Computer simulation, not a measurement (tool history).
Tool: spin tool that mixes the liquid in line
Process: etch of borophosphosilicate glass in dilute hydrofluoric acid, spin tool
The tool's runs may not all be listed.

run	hour	temperature setpoint of the liquid (K)	parts of water to one part of 49 % hydrofluoric acid (parts by volume)	time under the liquid (s)	thickness taken off the borophosphosilicate glass on a monitor wafer (nm)
1	0.0	298.15	195	25	7.3851
2	4.8	296.65	195	25	6.9877
3	11.3	299.65	195	25	7.8499
4	15.9	297.65	195	25	7.2307
5	23.2	295.15	195	25	6.6013
6	26.0	295.15	195	15	3.9576
# hour 29.3: hydrofluoric acid flow meter replaced
7	29.3	295.65	195	15	3.6890

Forecast run 8:
8	31.4	296.15	195	15	?

thickness taken off the borophosphosilicate glass on a monitor wafer (nm): 3.8016
